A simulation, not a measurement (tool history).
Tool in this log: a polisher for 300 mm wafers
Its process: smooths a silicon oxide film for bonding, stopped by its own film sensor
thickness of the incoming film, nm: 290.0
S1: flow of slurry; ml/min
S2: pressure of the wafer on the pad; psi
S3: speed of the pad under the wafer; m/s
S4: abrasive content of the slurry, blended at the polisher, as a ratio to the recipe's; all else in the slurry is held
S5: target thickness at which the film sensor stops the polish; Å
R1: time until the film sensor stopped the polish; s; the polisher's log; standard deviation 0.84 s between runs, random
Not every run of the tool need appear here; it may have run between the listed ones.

run	hour	S1	S2	S3	S4	S5	R1
1	0	150	1.8	0.78	1	2380	89.738
2	3.4	120	1.8	0.78	1	2380	96.152
3	10.9	150	1.8	0.78	1	2380	90.878
4	18.3	165	1.8	0.78	1	2380	89.931
5	25	165	1.8	0.78	1	2380	89.145
6	29.2	165	1.8	0.78	0.9	2380	93.461
7	36.6	170	1.9	0.78	0.9	2380	87.664
8	40.1	175	1.9	0.78	0.9	2380	88.653
9	45.3	180	2	0.78	0.9	2380	81.46

Estimate the outcome of run 10 from the log above:
10	49.3	180	2	0.78	0.9	2380	?

Run 10 came out at R1 83.619 s.

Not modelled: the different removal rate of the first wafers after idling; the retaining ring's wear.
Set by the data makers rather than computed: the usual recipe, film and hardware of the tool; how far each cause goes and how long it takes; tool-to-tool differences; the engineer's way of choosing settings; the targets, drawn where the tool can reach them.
